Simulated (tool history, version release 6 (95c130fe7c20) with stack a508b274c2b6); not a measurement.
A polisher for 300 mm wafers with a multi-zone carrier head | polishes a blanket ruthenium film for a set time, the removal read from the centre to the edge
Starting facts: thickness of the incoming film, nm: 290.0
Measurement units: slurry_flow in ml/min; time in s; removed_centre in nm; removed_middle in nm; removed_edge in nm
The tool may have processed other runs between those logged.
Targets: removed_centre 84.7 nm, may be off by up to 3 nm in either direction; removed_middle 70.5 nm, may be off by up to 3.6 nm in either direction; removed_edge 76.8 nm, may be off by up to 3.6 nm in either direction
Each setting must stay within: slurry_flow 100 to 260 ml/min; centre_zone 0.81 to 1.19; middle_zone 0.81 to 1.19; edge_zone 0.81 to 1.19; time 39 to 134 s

run 1 day=0 | slurry_flow=165 centre_zone=1 middle_zone=1 edge_zone=1 time=86 | removed_centre=99.802 removed_middle=98.182 removed_edge=94.289
run 2 day=0.258 | slurry_flow=160 centre_zone=1 middle_zone=0.96 edge_zone=0.99 time=83 | removed_centre=94.927 removed_middle=92.385 removed_edge=92.614
run 3 day=0.362 | slurry_flow=160 centre_zone=1 middle_zone=0.96 edge_zone=1.05 time=83 | removed_centre=96.569 removed_middle=90.583 removed_edge=95.034
run 4 day=0.412 | slurry_flow=160 centre_zone=1 middle_zone=0.96 edge_zone=1.05 time=67 | removed_centre=75.314 removed_middle=72.788 removed_edge=77.822
run 5 day=0.492 | slurry_flow=165 centre_zone=1.03 middle_zone=0.95 edge_zone=1.05 time=66 | removed_centre=77.201 removed_middle=73.511 removed_edge=78.159
run 6 day=0.533 | slurry_flow=165 centre_zone=1.03 middle_zone=0.95 edge_zone=1.09 time=66 | removed_centre=78.824 removed_middle=74.005 removed_edge=76.711
run 7 day=0.662 | slurry_flow=170 centre_zone=1.05 middle_zone=0.93 edge_zone=1.09 time=66 | removed_centre=79.51 removed_middle=72.515 removed_edge=77.994
run 8 day=0.908 | slurry_flow=170 centre_zone=1.05 middle_zone=0.93 edge_zone=1.09 time=66 | removed_centre=79.967 removed_middle=72.628 removed_edge=78.565
run 9 day=1.217 | slurry_flow=175 centre_zone=1.07 middle_zone=0.92 edge_zone=1.09 time=65 | removed_centre=81.504 removed_middle=70.792 removed_edge=77.201

4 next moves are on the table. One of them brings every result within its allowed miss. Which?
run A day=1.525 | slurry_flow=175 centre_zone=1.14 middle_zone=0.95 edge_zone=1.13 time=63 | removed_centre=? removed_middle=? removed_edge=?
run B day=1.525 | slurry_flow=150 centre_zone=1.03 middle_zone=0.87 edge_zone=1.08 time=65 | removed_centre=? removed_middle=? removed_edge=?
run C day=1.525 | slurry_flow=170 centre_zone=1.02 middle_zone=0.88 edge_zone=1.04 time=65 | removed_centre=? removed_middle=? removed_edge=?
run D day=1.525 | slurry_flow=170 centre_zone=1.01 middle_zone=0.94 edge_zone=1.05 time=64 | removed_centre=? removed_middle=? removed_edge=?

move=A removed_centre=83.198 removed_middle=69.502 removed_edge=76.043
move=B removed_centre=75.11 removed_middle=64.901 removed_edge=75.251
move=C removed_centre=76.29 removed_middle=67.011 removed_edge=75.057
move=D removed_centre=74.406 removed_middle=69.702 removed_edge=74.193
A: in spec on every target
B: lands further from the targets than the last run did
C: lands further from the targets than the last run did
D: lands further from the targets than the last run did
Answer: A
